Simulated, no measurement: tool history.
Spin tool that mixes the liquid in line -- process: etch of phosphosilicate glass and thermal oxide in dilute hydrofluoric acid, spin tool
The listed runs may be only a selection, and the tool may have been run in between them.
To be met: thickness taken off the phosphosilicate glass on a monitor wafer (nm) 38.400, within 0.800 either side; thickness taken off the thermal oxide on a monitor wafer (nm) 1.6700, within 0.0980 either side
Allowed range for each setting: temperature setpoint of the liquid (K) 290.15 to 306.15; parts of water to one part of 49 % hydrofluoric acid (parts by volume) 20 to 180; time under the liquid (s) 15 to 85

| run | day | temperature setpoint of the liquid (K) | parts of water to one part of 49 % hydrofluoric acid (parts by volume) | time under the liquid (s) | thickness taken off the phosphosilicate glass on a monitor wafer (nm) | thickness taken off the thermal oxide on a monitor wafer (nm) |
|---|---|---|---|---|---|---|
| 1 | 0.000 | 298.15 | 100 | 45 | 51.783 | 2.3157 |
| 2 | 0.258 | 299.65 | 100 | 45 | 56.218 | 2.3213 |
| 3 | 0.325 | 299.65 | 100 | 60 | 73.684 | 3.0950 |
| 4 | 0.512 | 298.15 | 110 | 60 | 62.658 | 2.6977 |
| 5 | 0.725 | 298.15 | 110 | 50 | 51.961 | 2.3216 |
| 6 | 0.812 | 298.15 | 120 | 50 | 47.502 | 2.0685 |
| 7 | 0.896 | 298.15 | 120 | 50 | 47.519 | 2.0045 |
| 8 | 0.946 | 297.15 | 125 | 50 | 43.466 | 1.8688 |

Consider the 4 candidate settings below. Which is the only one whose results all fall within their allowed miss of target?
| A | 0.996 | 296.15 | 105 | 50 | ? | ? |
| B | 0.996 | 296.65 | 125 | 55 | ? | ? |
| C | 0.996 | 299.15 | 135 | 45 | ? | ? |
| D | 0.996 | 294.15 | 110 | 40 | ? | ? |

| move | thickness taken off the phosphosilicate glass on a monitor wafer (nm) | thickness taken off the thermal oxide on a monitor wafer (nm) |
|---|---|---|
| A | 50.408 | 2.2106 |
| B | 46.398 | 2.0347 |
| C | 38.240 | 1.6770 |
| D | 35.319 | 1.5489 |
A: misses by more than the last run did
B: misses by more than the last run did
C: every result within its allowed miss
D: takes the biggest miss from the last run beyond its target
Correct choice: C, which meets every target
